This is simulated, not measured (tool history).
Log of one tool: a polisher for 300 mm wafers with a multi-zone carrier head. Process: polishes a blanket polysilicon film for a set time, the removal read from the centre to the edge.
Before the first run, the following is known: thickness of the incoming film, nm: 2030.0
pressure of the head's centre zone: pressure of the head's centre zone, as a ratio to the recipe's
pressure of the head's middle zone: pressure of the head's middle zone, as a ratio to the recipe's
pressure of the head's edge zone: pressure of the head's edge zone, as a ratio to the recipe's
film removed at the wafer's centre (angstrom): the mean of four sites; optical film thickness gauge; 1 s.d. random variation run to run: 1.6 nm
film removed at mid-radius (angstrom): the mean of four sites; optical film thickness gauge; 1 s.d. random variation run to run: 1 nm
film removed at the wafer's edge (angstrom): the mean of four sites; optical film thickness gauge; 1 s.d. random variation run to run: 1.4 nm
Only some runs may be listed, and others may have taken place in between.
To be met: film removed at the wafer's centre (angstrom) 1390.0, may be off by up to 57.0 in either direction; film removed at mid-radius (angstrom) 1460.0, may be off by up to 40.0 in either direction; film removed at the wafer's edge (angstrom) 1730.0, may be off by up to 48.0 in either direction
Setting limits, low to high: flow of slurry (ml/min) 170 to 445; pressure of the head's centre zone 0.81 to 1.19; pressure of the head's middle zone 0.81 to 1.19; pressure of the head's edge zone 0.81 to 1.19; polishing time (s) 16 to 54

run,hour,flow of slurry (ml/min),pressure of the head's centre zone,pressure of the head's middle zone,pressure of the head's edge zone,polishing time (s),film removed at the wafer's centre (angstrom),film removed at mid-radius (angstrom),film removed at the wafer's edge (angstrom)
1,0.0,285,1.00,1.00,1.00,35,2920.7,3036.8,3047.7
2,7.2,285,1.00,1.00,0.92,35,3011.2,2986.1,2957.2
3,15.6,285,1.00,1.07,0.92,35,2991.2,3177.5,2971.0
4,24.0,285,1.03,1.07,0.92,35,3057.5,3171.9,2979.1
5,32.2,255,0.97,0.99,0.97,29,2316.7,2436.1,2471.7
6,41.2,235,0.93,0.93,0.98,26,1964.3,2092.6,2206.5
7,49.1,220,0.92,0.89,1.01,24,1808.0,1852.7,2050.1
8,54.4,210,0.90,0.86,1.02,23,1674.1,1724.6,1975.2
9,57.5,205,0.88,0.84,1.02,22,1587.2,1618.9,1892.6
10,58.9,200,0.86,0.83,1.01,21,1480.2,1514.4,1787.1
11,60.3,195,0.85,0.83,1.01,21,1420.0,1522.6,1748.9

Below are 4 possible settings for the next run. Only one of them brings all results inside the allowed miss of their targets. Which is it?
A,61.7,225,0.88,0.87,1.18,19,?,?,?
B,61.7,235,0.87,0.86,0.96,19,?,?,?
C,61.7,225,0.88,0.89,0.97,19,?,?,?
D,61.7,245,0.91,0.81,0.98,20,?,?,?

move,film removed at the wafer's centre (angstrom),film removed at mid-radius (angstrom),film removed at the wafer's edge (angstrom)
A,1376.0,1448.2,1714.0
B,1369.1,1445.9,1607.4
C,1376.2,1470.8,1605.0
D,1516.7,1470.6,1710.9
A: every result lands within tolerance
B: the furthest-off result lands on target, but another misses its tolerance
C: the furthest-off result lands on target, but another misses its tolerance
D: the furthest-off result lands on target, but another misses its tolerance
A is the move that brings every result within its allowed miss.
